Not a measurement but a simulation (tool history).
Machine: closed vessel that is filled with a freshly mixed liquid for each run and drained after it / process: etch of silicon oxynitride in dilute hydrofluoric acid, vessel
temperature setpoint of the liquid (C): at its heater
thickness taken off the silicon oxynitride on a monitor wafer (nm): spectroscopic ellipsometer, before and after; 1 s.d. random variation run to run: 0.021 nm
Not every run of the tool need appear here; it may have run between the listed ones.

run	hour	temperature setpoint of the liquid (C)	parts of water to one part of 49 % hydrofluoric acid (parts by volume)	time in the liquid (s)	thickness taken off the silicon oxynitride on a monitor wafer (nm)
1	0	25	55	310	13.228
2	7.1	22.5	60	310	10.695
3	13.1	22.5	50	310	12.832
4	21.5	22.5	30	310	21.728
5	24.6	21	45	310	13.284
6	32.4	21	30	310	20.194
7	40.1	19.5	40	310	13.984
8	43.9	18.5	50	310	10.518
9	52.5	18	55	310	9.3414
10	61.3	17.5	60	310	8.3035

Estimate the outcome of run 11 from the log above:
11	66.4	17	75	310	?

thickness taken off the silicon oxynitride on a monitor wafer (nm): 6.3741
